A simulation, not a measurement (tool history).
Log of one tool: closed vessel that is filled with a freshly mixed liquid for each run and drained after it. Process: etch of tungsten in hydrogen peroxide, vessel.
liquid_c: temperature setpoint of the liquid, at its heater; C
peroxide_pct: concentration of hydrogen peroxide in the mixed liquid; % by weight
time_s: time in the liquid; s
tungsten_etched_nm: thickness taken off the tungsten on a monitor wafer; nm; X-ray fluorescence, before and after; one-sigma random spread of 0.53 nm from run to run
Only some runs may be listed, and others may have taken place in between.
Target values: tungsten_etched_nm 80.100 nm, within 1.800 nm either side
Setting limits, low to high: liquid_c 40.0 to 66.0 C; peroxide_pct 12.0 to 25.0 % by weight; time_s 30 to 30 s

run  hour  liquid_c  peroxide_pct  time_s  tungsten_etched_nm
  1   0.0      56.0          17.0      30              53.912
  2   5.7      62.0          17.0      30              76.137
  3   9.4      58.0          17.0      30              60.582
  4  10.5      59.0          17.0      30              64.591
  5  18.6      59.5          17.0      30              66.420
  6  19.6      60.0          17.0      30              67.272
  7  26.6      60.5          17.0      30              69.496
  8  31.8      61.0          17.0      30              72.221
  9  33.9      61.5          17.0      30              74.767
 10  34.7      61.5          17.0      30              73.090
 11  38.4      62.0          17.0      30              76.818

Exercise: of the 4 proposed moves below, exactly one satisfies all targets within the stated allowed misses. Which move is it?
  A  42.1      62.0          16.5      30                   ?
  B  42.1      61.5          16.0      30                   ?
  C  42.1      61.0          17.5      30                   ?
  D  42.1      61.5          19.5      30                   ?

move  tungsten_etched_nm
   A              74.568
   B              71.370
   C              72.541
   D              78.790
A: moves away from the targets compared with the last run
B: moves away from the targets compared with the last run
C: moves away from the targets compared with the last run
D: each result inside its tolerance
Correct choice: D, which meets every target
